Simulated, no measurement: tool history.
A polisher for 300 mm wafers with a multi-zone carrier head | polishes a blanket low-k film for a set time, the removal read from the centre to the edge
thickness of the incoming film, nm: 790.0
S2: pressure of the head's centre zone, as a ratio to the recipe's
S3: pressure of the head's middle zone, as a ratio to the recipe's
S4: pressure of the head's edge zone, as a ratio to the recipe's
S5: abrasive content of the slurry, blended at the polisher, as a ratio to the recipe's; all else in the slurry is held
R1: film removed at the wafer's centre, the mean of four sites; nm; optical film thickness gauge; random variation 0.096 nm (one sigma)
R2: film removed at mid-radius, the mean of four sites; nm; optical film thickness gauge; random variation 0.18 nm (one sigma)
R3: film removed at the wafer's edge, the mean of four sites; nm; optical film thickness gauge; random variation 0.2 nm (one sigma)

run 1 hour=0 | flow_of_slurry_(ml/min)=275 S2=1 S3=1 S4=1 S5=1 polishing_time_(s)=34 | R1=12.789 R2=12.489 R3=12.544
run 2 hour=3.9 | flow_of_slurry_(ml/min)=275 S2=0.98 S3=1.02 S4=1.03 S5=1.1 polishing_time_(s)=35 | R1=13.597 R2=13.929 R3=13.993
run 3 hour=9 | flow_of_slurry_(ml/min)=280 S2=0.97 S3=1.04 S4=1.06 S5=1.15 polishing_time_(s)=35 | R1=13.91 R2=14.684 R3=14.494
run 4 hour=17.5 | flow_of_slurry_(ml/min)=280 S2=0.97 S3=1 S4=1.06 S5=1.15 polishing_time_(s)=35 | R1=13.725 R2=14.118 R3=14.263
run 5 hour=21.6 | flow_of_slurry_(ml/min)=280 S2=0.97 S3=1 S4=1.06 S5=1.35 polishing_time_(s)=35 | R1=15.121 R2=15.548 R3=15.825
run 6 hour=27.8 | flow_of_slurry_(ml/min)=280 S2=0.97 S3=1 S4=1.1 S5=1.35 polishing_time_(s)=35 | R1=15.177 R2=15.181 R3=15.715
run 7 hour=34 | flow_of_slurry_(ml/min)=280 S2=0.95 S3=1.01 S4=1.11 S5=1.4 polishing_time_(s)=35 | R1=15.18 R2=15.834 R3=16.596
run 8 hour=42.8 | flow_of_slurry_(ml/min)=290 S2=0.94 S3=1.03 S4=1.12 S5=1.4 polishing_time_(s)=35 | R1=15.103 R2=15.89 R3=16.484
run 9 hour=44.9 | flow_of_slurry_(ml/min)=285 S2=0.93 S3=1.05 S4=1.12 S5=1.4 polishing_time_(s)=35 | R1=14.76 R2=16.189 R3=16.508
run 10 hour=46.4 | flow_of_slurry_(ml/min)=290 S2=0.92 S3=1.06 S4=1.13 S5=1.4 polishing_time_(s)=35 | R1=14.73 R2=16.283 R3=16.5

The next listed run, before its measurement:
run 11 hour=55 | flow_of_slurry_(ml/min)=285 S2=0.91 S3=1.07 S4=1.14 S5=1.4 polishing_time_(s)=35 | R1=? R2=? R3=?

R1: 14.263 nm
R2: 16.508 nm
R3: 16.504 nm
